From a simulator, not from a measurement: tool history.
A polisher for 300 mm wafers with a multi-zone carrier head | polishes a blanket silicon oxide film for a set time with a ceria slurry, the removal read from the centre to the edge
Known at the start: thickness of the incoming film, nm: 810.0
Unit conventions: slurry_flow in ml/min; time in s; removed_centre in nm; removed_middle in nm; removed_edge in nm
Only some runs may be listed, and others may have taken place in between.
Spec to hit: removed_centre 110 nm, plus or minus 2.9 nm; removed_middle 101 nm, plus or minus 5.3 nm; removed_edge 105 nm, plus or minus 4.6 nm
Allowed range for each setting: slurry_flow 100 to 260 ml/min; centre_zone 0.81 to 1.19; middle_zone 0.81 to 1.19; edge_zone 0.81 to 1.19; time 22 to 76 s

{"run": 1, "day": 0.0, "slurry_flow": 165, "centre_zone": 1, "middle_zone": 1, "edge_zone": 1, "time": 49, "removed_centre": 131.28, "removed_middle": 130.96, "removed_edge": 134.36}
{"run": 2, "day": 0.358, "slurry_flow": 200, "centre_zone": 1, "middle_zone": 1, "edge_zone": 1, "time": 49, "removed_centre": 134.64, "removed_middle": 135.59, "removed_edge": 138.41}
{"run": 3, "day": 0.717, "slurry_flow": 190, "centre_zone": 1, "middle_zone": 0.98, "edge_zone": 0.96, "time": 47, "removed_centre": 129.17, "removed_middle": 128.48, "removed_edge": 131.23}
{"run": 4, "day": 1.071, "slurry_flow": 180, "centre_zone": 1.01, "middle_zone": 0.97, "edge_zone": 0.95, "time": 45, "removed_centre": 123.74, "removed_middle": 117.66, "removed_edge": 120.41}
{"run": 5, "day": 1.121, "slurry_flow": 180, "centre_zone": 1.01, "middle_zone": 0.97, "edge_zone": 0.99, "time": 45, "removed_centre": 123.56, "removed_middle": 117.29, "removed_edge": 122.86}
{"run": 6, "day": 1.179, "slurry_flow": 180, "centre_zone": 1.01, "middle_zone": 0.97, "edge_zone": 0.99, "time": 56, "removed_centre": 154.52, "removed_middle": 147.9, "removed_edge": 155.61}
{"run": 7, "day": 1.479, "slurry_flow": 170, "centre_zone": 1, "middle_zone": 0.96, "edge_zone": 0.96, "time": 53, "removed_centre": 142.07, "removed_middle": 138.01, "removed_edge": 142.65}
{"run": 8, "day": 1.662, "slurry_flow": 160, "centre_zone": 0.99, "middle_zone": 0.94, "edge_zone": 0.93, "time": 51, "removed_centre": 133.82, "removed_middle": 126.87, "removed_edge": 136.35}
{"run": 9, "day": 2.008, "slurry_flow": 155, "centre_zone": 1, "middle_zone": 0.94, "edge_zone": 0.92, "time": 49, "removed_centre": 128.68, "removed_middle": 120.87, "removed_edge": 131.06}
{"run": 10, "day": 2.317, "slurry_flow": 160, "centre_zone": 1.01, "middle_zone": 0.94, "edge_zone": 0.92, "time": 46, "removed_centre": 122.87, "removed_middle": 113.14, "removed_edge": 122.25}
{"run": 11, "day": 2.538, "slurry_flow": 155, "centre_zone": 1.02, "middle_zone": 0.95, "edge_zone": 0.91, "time": 45, "removed_centre": 120.79, "removed_middle": 112.7, "removed_edge": 115.75}
{"run": 12, "day": 2.596, "slurry_flow": 145, "centre_zone": 1.02, "middle_zone": 0.94, "edge_zone": 0.9, "time": 44, "removed_centre": 117.26, "removed_middle": 107.01, "removed_edge": 111.73}
{"run": 13, "day": 2.892, "slurry_flow": 140, "centre_zone": 1.02, "middle_zone": 0.94, "edge_zone": 0.89, "time": 44, "removed_centre": 114.9, "removed_middle": 108.48, "removed_edge": 111.28}
{"run": 14, "day": 3.262, "slurry_flow": 135, "centre_zone": 1.02, "middle_zone": 0.93, "edge_zone": 0.88, "time": 44, "removed_centre": 113.82, "removed_middle": 104.28, "removed_edge": 111.48}

4 candidate next runs follow, results not yet known. Just one meets every target within its allowed miss. Identify it.
{"run": "A", "day": 3.633, "slurry_flow": 120, "centre_zone": 1.04, "middle_zone": 0.99, "edge_zone": 0.89, "time": 47, "removed_centre": "?", "removed_middle": "?", "removed_edge": "?"}
{"run": "B", "day": 3.633, "slurry_flow": 125, "centre_zone": 1.03, "middle_zone": 0.89, "edge_zone": 0.86, "time": 47, "removed_centre": "?", "removed_middle": "?", "removed_edge": "?"}
{"run": "C", "day": 3.633, "slurry_flow": 115, "centre_zone": 0.98, "middle_zone": 0.87, "edge_zone": 0.93, "time": 48, "removed_centre": "?", "removed_middle": "?", "removed_edge": "?"}
{"run": "D", "day": 3.633, "slurry_flow": 155, "centre_zone": 1, "middle_zone": 0.91, "edge_zone": 0.82, "time": 42, "removed_centre": "?", "removed_middle": "?", "removed_edge": "?"}

move=A removed_centre=120.41 removed_middle=117.15 removed_edge=115.87
move=B removed_centre=120.75 removed_middle=108.39 removed_edge=115.13
move=C removed_centre=114.52 removed_middle=106.14 removed_edge=119.93
move=D removed_centre=111.09 removed_middle=103.79 removed_edge=104.38
A: the biggest miss grows against the last run
B: the biggest miss grows against the last run
C: the biggest miss grows against the last run
D: every result within its allowed miss
D meets every target.
